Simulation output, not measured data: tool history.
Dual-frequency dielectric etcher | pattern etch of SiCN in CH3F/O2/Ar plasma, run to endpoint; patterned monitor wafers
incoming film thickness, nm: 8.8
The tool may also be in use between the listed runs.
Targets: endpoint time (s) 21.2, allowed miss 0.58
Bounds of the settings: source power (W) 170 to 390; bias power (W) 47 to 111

run  hour  source power (W)  bias power (W)  endpoint time (s)
  1     0               280              79             25.486
  2   2.4               280              71             26.554
  3     7               240              71             28.386
  4  14.7               240              57             30.935
  5  15.8               200              57             33.192
  6  24.6               230              57             31.638
  7  33.6               260              63             28.995
  8  40.6               320              79             23.618

5 next moves are on the table. One of them brings every result within its allowed miss. Which?
  A  47.6               380              88                  ?
  B  47.6               280              73                  ?
  C  47.6               310              65                  ?
  D  47.6               280              77                  ?
  E  47.6               340              66                  ?

move  endpoint time (s)
   A             21.188
   B             25.976
   C             26.075
   D             25.413
   E             24.922
A: meets every target
B: further off than the last run
C: further off than the last run
D: further off than the last run
E: further off than the last run
Answer: A
